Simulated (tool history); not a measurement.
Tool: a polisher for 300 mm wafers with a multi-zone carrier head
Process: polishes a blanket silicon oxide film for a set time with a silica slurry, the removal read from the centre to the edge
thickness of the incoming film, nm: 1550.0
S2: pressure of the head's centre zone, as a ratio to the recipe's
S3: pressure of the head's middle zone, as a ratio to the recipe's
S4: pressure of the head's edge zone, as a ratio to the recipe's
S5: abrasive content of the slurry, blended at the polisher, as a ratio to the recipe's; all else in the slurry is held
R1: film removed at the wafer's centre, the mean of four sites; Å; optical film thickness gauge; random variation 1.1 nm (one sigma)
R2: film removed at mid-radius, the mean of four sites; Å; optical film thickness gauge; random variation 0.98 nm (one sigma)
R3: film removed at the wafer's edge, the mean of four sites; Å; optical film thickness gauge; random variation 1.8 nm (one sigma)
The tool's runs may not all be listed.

{"run": 1, "hour": 0.0, "flow of slurry (ml/min)": 310, "S2": 1.0, "S3": 1.0, "S4": 1.0, "S5": 1.0, "polishing time (s)": 53, "R1": 2133.7, "R2": 1913.2, "R3": 1895.1}
{"run": 2, "hour": 7.9, "flow of slurry (ml/min)": 305, "S2": 0.98, "S3": 1.01, "S4": 1.0, "S5": 0.95, "polishing time (s)": 52, "R1": 1976.8, "R2": 1853.9, "R3": 1839.0}
{"run": 3, "hour": 10.2, "flow of slurry (ml/min)": 305, "S2": 0.98, "S3": 1.01, "S4": 0.93, "S5": 0.95, "polishing time (s)": 52, "R1": 2006.7, "R2": 1861.9, "R3": 1809.2}
{"run": 4, "hour": 17.2, "flow of slurry (ml/min)": 305, "S2": 1.02, "S3": 1.01, "S4": 0.93, "S5": 0.95, "polishing time (s)": 52, "R1": 2057.1, "R2": 1854.0, "R3": 1794.1}
{"run": 5, "hour": 21.9, "flow of slurry (ml/min)": 305, "S2": 1.02, "S3": 1.08, "S4": 0.93, "S5": 0.95, "polishing time (s)": 52, "R1": 2066.5, "R2": 1985.8, "R3": 1835.5}
{"run": 6, "hour": 22.6, "flow of slurry (ml/min)": 305, "S2": 0.98, "S3": 1.08, "S4": 0.93, "S5": 0.95, "polishing time (s)": 52, "R1": 1997.8, "R2": 1948.3, "R3": 1813.6}
{"run": 7, "hour": 24.9, "flow of slurry (ml/min)": 300, "S2": 0.96, "S3": 1.09, "S4": 0.92, "S5": 0.9, "polishing time (s)": 51, "R1": 1848.9, "R2": 1918.8, "R3": 1753.7}
{"hour": 33.5, "done": "centre zone pressure recalibrated"}
{"run": 8, "hour": 33.5, "flow of slurry (ml/min)": 300, "S2": 0.95, "S3": 1.09, "S4": 0.91, "S5": 0.85, "polishing time (s)": 50, "R1": 1613.3, "R2": 1858.8, "R3": 1662.1}

Run 9 comes next. What will it give?
{"run": 9, "hour": 41.5, "flow of slurry (ml/min)": 310, "S2": 0.96, "S3": 1.08, "S4": 0.9, "S5": 0.8, "polishing time (s)": 49, "R1": "?", "R2": "?", "R3": "?"}

R1: 1580.9 Å
R2: 1750.3 Å
R3: 1603.1 Å
